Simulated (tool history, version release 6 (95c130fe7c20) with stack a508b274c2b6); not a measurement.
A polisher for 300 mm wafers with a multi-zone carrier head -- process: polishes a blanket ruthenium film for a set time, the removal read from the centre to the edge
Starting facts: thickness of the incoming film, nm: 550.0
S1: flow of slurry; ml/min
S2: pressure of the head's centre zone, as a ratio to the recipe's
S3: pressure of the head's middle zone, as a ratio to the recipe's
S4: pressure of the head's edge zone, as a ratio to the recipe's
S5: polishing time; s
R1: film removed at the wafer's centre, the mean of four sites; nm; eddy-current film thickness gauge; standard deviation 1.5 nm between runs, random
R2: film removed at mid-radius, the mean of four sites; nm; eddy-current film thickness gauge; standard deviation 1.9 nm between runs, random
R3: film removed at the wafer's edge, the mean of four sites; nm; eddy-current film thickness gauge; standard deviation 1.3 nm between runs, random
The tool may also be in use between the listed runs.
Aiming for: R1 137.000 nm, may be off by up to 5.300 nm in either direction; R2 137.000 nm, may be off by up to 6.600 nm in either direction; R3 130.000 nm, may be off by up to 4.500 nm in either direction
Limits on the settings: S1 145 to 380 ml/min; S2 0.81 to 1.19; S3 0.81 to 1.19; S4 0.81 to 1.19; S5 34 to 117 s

Run 1, day 0.000: S1 245 ml/min, S2 1.00, S3 1.00, S4 1.00, S5 75 s. Result: R1 88.962 nm, R2 88.871 nm, R3 89.692 nm.
Run 2, day 0.158: S1 245 ml/min, S2 1.00, S3 1.00, S4 0.96, S5 75 s. Result: R1 88.269 nm, R2 87.649 nm, R3 88.913 nm.
Run 3, day 0.275: S1 245 ml/min, S2 1.00, S3 0.97, S4 0.96, S5 75 s. Result: R1 89.316 nm, R2 88.974 nm, R3 87.667 nm.
Run 4, day 0.638: S1 255 ml/min, S2 1.00, S3 0.98, S4 0.95, S5 82 s. Result: R1 97.543 nm, R2 96.695 nm, R3 98.223 nm.
Run 5, day 1.008: S1 255 ml/min, S2 1.04, S3 0.98, S4 0.95, S5 82 s. Result: R1 101.400 nm, R2 97.888 nm, R3 97.109 nm.
Run 6, day 1.217: S1 265 ml/min, S2 1.06, S3 1.01, S4 0.96, S5 87 s. Result: R1 107.260 nm, R2 105.960 nm, R3 103.120 nm.
Run 7, day 1.529: S1 270 ml/min, S2 1.07, S3 1.02, S4 0.96, S5 91 s. Result: R1 115.880 nm, R2 112.970 nm, R3 109.720 nm.
Run 8, day 1.858: S1 275 ml/min, S2 1.08, S3 1.03, S4 0.97, S5 94 s. Result: R1 121.740 nm, R2 115.540 nm, R3 112.770 nm.
Run 9, day 1.983: S1 275 ml/min, S2 1.07, S3 1.04, S4 0.96, S5 97 s. Result: R1 126.680 nm, R2 119.730 nm, R3 115.480 nm.
Run 10, day 2.017: S1 290 ml/min, S2 1.05, S3 1.07, S4 0.98, S5 99 s. Result: R1 126.580 nm, R2 125.940 nm, R3 120.560 nm.
Run 11, day 2.158: S1 295 ml/min, S2 1.05, S3 1.08, S4 0.99, S5 100 s. Result: R1 128.510 nm, R2 130.380 nm, R3 123.530 nm.
Run 12, day 2.196: S1 300 ml/min, S2 1.06, S3 1.08, S4 1.00, S5 101 s. Result: R1 131.560 nm, R2 131.550 nm, R3 122.580 nm.
Run 13, day 2.221: S1 300 ml/min, S2 1.06, S3 1.08, S4 1.00, S5 102 s. Result: R1 129.860 nm, R2 131.360 nm, R3 124.300 nm.
Run 14, day 2.567: S1 300 ml/min, S2 1.06, S3 1.08, S4 1.00, S5 102 s. Result: R1 130.470 nm, R2 131.380 nm, R3 123.950 nm.
Run 15, day 2.850: S1 300 ml/min, S2 1.06, S3 1.08, S4 1.00, S5 103 s. Result: R1 131.810 nm, R2 135.110 nm, R3 125.620 nm.

5 next moves are on the table. One of them brings every result within its allowed miss. Which?
Run A, day 3.133: S1 325 ml/min, S2 1.17, S3 1.11, S4 1.06, S5 97 s. Result: R1 ?, R2 ?, R3 ?.
Run B, day 3.133: S1 315 ml/min, S2 1.01, S3 1.02, S4 0.85, S5 111 s. Result: R1 ?, R2 ?, R3 ?.
Run C, day 3.133: S1 325 ml/min, S2 0.96, S3 1.03, S4 1.04, S5 106 s. Result: R1 ?, R2 ?, R3 ?.
Run D, day 3.133: S1 305 ml/min, S2 0.91, S3 1.06, S4 1.12, S5 108 s. Result: R1 ?, R2 ?, R3 ?.
Run E, day 3.133: S1 380 ml/min, S2 1.05, S3 1.19, S4 1.01, S5 97 s. Result: R1 ?, R2 ?, R3 ?.

move       R1       R2       R3
   A  136.520  126.960  120.290
   B  136.850  135.250  128.760
   C  125.480  130.570  130.790
   D  121.350  135.430  135.850
   E  126.000  136.370  119.530
A: gets the furthest-off result to its target, but another result is out of tolerance
B: hits every target within its allowed miss
C: its largest miss is bigger than the last run's
D: its largest miss is bigger than the last run's
E: its largest miss is bigger than the last run's
Answer: B
